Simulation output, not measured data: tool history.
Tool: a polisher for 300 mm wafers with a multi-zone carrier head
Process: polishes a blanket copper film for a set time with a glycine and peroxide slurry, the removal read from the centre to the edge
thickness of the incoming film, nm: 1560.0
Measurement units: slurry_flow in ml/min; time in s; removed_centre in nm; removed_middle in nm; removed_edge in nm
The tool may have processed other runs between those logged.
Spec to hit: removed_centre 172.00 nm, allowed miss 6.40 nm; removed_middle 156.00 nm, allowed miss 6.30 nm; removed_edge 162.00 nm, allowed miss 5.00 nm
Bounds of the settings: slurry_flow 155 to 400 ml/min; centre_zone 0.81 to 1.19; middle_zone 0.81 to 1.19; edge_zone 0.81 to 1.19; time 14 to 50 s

run,day,slurry_flow,centre_zone,middle_zone,edge_zone,time,removed_centre,removed_middle,removed_edge
1,0.000,255,1.00,1.00,1.00,32,219.56,217.11,215.44
2,0.229,255,1.05,1.00,1.00,32,228.87,216.10,215.62
3,0.321,255,1.05,0.96,1.00,32,229.65,206.49,217.90
4,0.467,255,1.04,0.95,0.98,31,222.99,196.89,205.07
5,0.675,255,1.04,0.95,0.95,31,219.68,198.95,202.39
6,0.850,255,1.04,0.95,0.95,35,244.90,225.45,231.29
7,0.912,250,1.03,0.94,0.94,34,239.51,215.94,222.76
8,1.071,250,1.01,0.93,0.93,33,228.65,203.96,214.02
9,1.371,250,1.00,0.93,0.92,32,218.90,204.04,206.15
10,1.462,245,0.99,0.92,0.91,31,213.79,194.97,200.53
11,1.629,245,0.98,0.91,0.90,30,201.85,185.93,195.85
12,1.950,245,0.98,0.91,0.89,29,193.48,178.06,186.72

Which one of the following 5 next-run settings gets every result inside its allowed miss? There is exactly one.
A,2.271,240,0.98,0.89,0.87,26,?,?,?
B,2.271,255,0.88,0.90,0.98,27,?,?,?
C,2.271,265,0.89,1.11,0.81,27,?,?,?
D,2.271,210,0.86,1.03,0.91,31,?,?,?
E,2.271,250,1.01,0.90,0.88,31,?,?,?

move,removed_centre,removed_middle,removed_edge
A,176.06,156.58,162.77
B,165.09,165.12,179.40
C,167.88,197.82,164.43
D,181.49,208.34,195.76
E,217.34,189.13,195.63
A: all results land within tolerance of their targets
B: better than the last run, though not everything is in spec
C: corrects the largest miss of the last run, while another result sits out of spec
D: its largest miss is bigger than the last run's
E: its largest miss is bigger than the last run's
The move that meets every target is A.

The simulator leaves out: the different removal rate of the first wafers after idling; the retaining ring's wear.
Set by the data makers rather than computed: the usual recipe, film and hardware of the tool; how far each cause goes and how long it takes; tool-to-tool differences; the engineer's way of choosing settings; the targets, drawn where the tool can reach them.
